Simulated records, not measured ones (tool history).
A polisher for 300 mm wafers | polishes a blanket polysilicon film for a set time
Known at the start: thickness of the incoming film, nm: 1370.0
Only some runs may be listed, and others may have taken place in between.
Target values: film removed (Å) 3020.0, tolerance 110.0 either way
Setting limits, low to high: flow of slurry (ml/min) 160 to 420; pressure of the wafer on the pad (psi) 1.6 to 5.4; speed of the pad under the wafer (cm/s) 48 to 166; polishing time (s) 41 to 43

run,day,flow of slurry (ml/min),pressure of the wafer on the pad (psi),speed of the pad under the wafer (cm/s),polishing time (s),film removed (Å)
1,0.000,270,3.5,106,41,4412.7
2,0.075,270,3.2,106,41,4106.5
3,0.408,270,2.9,106,41,3693.5
4,0.733,270,2.9,106,43,3905.4
5,0.917,270,3.6,106,43,4856.3
6,0.992,270,3.2,106,43,4342.4
7,1.258,270,2.9,106,43,3945.9
8,1.629,270,1.9,104,43,2544.0
9,1.975,270,2.0,104,43,2666.0
10,2.238,270,2.1,104,43,2766.9

Consider the 4 candidate settings below. Which is the only one whose results all fall within their allowed miss of target?
A,2.500,225,1.9,130,41,?
B,2.500,245,2.4,88,41,?
C,2.500,250,1.9,102,43,?
D,2.500,220,2.0,96,43,?

move,film removed (Å)
A,2969.0
B,2559.1
C,2482.8
D,2429.9
A: in spec on every target
B: further off than the last run
C: further off than the last run
D: further off than the last run
Go with A: it meets all targets.
